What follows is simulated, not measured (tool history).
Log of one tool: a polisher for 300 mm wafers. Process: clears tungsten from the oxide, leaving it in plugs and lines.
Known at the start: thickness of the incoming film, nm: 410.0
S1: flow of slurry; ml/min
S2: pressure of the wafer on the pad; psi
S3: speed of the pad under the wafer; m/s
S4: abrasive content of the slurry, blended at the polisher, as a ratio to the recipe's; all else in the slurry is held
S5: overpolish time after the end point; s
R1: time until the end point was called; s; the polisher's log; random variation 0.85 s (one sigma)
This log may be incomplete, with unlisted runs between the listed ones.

{"run": 1, "day": 0.0, "S1": 295, "S2": 4.6, "S3": 0.84, "S4": 1.0, "S5": 29, "R1": 95.767}
{"run": 2, "day": 0.296, "S1": 295, "S2": 4.1, "S3": 0.84, "S4": 1.0, "S5": 29, "R1": 106.69}
{"run": 3, "day": 0.558, "S1": 295, "S2": 4.1, "S3": 0.64, "S4": 1.0, "S5": 29, "R1": 124.86}
{"run": 4, "day": 0.925, "S1": 295, "S2": 4.1, "S3": 0.64, "S4": 0.9, "S5": 29, "R1": 133.95}
{"run": 5, "day": 1.083, "S1": 295, "S2": 4.1, "S3": 0.64, "S4": 0.7, "S5": 29, "R1": 148.44}
{"run": 6, "day": 1.333, "S1": 295, "S2": 4.1, "S3": 0.64, "S4": 0.7, "S5": 31, "R1": 147.67}
{"run": 7, "day": 1.375, "S1": 295, "S2": 4.5, "S3": 0.66, "S4": 0.7, "S5": 31, "R1": 129.93}
{"run": 8, "day": 1.746, "S1": 295, "S2": 4.5, "S3": 0.66, "S4": 0.7, "S5": 31, "R1": 130.99}

Predict the results of run 9:
{"run": 9, "day": 2.046, "S1": 300, "S2": 5.8, "S3": 0.78, "S4": 0.7, "S5": 31, "R1": "?"}

R1: 90.479 s

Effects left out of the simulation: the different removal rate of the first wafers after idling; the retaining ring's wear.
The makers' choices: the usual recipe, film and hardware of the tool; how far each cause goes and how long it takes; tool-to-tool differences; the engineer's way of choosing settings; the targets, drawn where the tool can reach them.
